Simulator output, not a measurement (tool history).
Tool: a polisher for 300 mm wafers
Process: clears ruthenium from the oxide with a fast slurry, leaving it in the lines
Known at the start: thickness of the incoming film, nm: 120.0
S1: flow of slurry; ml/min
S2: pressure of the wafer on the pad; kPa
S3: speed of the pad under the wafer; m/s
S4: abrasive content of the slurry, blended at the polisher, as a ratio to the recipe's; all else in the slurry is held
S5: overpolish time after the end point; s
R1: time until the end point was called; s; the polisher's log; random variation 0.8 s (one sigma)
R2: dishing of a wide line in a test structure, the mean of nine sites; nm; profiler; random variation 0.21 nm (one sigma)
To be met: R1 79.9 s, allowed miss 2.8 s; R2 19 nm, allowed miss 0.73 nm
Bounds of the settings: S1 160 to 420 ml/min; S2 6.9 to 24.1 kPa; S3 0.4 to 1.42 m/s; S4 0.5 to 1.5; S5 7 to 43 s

| run | hour | S1 | S2 | S3 | S4 | S5 | R1 | R2 |
|---|---|---|---|---|---|---|---|---|
| 1 | 0 | 270 | 15.2 | 0.9 | 1 | 22 | 50.556 | 41.231 |
| 2 | 7.1 | 270 | 15.2 | 0.9 | 1.1 | 22 | 48.784 | 43.298 |
| 3 | 8.5 | 270 | 14.5 | 0.88 | 1.05 | 20 | 53.247 | 38.052 |
| 4 | 11.2 | 270 | 13.8 | 0.88 | 1 | 18 | 56.606 | 32.436 |
| 5 | 14 | 310 | 13.8 | 0.88 | 1 | 18 | 56.442 | 33.021 |
| 6 | 21 | 310 | 13.8 | 0.96 | 1 | 18 | 51.713 | 35.335 |
| 7 | 26.1 | 310 | 13.1 | 0.94 | 1 | 17 | 55.964 | 32.213 |
| 8 | 34.2 | 310 | 12.4 | 0.94 | 1 | 16 | 57.996 | 29.33 |
| 9 | 42.7 | 310 | 11.7 | 0.94 | 1 | 15 | 61.927 | 26.815 |
| 10 | 49.8 | 310 | 11 | 0.94 | 1 | 15 | 65.065 | 25.401 |
| 11 | 50.4 | 310 | 10.3 | 0.94 | 1 | 15 | 69.302 | 23.842 |

4 next moves are on the table. One of them brings every result within its allowed miss. Which?
| A | 51 | 315 | 9 | 0.9 | 0.9 | 26 | ? | ? |
| B | 51 | 310 | 11 | 0.96 | 0.95 | 21 | ? | ? |
| C | 51 | 345 | 11 | 0.78 | 0.9 | 13 | ? | ? |
| D | 51 | 350 | 8.3 | 0.94 | 1 | 14 | ? | ? |

| move | R1 | R2 |
|---|---|---|
| A | 85.418 | 32.065 |
| B | 64.434 | 33.817 |
| C | 79.823 | 18.993 |
| D | 83.823 | 19.419 |
A: further off than the last run
B: further off than the last run
C: meets every target
D: brings the result that was furthest off to its target, and leaves another outside
Move C is the one to make.
